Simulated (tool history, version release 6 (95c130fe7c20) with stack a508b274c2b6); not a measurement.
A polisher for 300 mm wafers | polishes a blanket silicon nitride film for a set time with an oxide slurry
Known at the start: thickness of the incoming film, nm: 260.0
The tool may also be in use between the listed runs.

run	hour	flow of slurry (ml/min)	pressure of the wafer on the pad (kPa)	speed of the pad under the wafer (m/s)	abrasive content of the slurry	polishing time (s)	film removed (nm)
1	0.0	140	22.8	1.38	1.0	41	32.070
2	2.5	140	22.8	1.38	1.0	41	32.444
3	10.1	135	20.0	1.32	1.0	41	28.341
4	14.8	135	17.9	1.24	1.0	41	25.302
5	18.6	135	15.9	1.16	1.0	41	22.362
6	22.6	135	14.5	1.10	1.0	41	20.528

The next listed run, before its measurement:
# hour 30.0: head pressure recalibrated
7	30.0	135	13.8	1.06	1.0	41	?

Run 7 produced film removed (nm) 20.968.
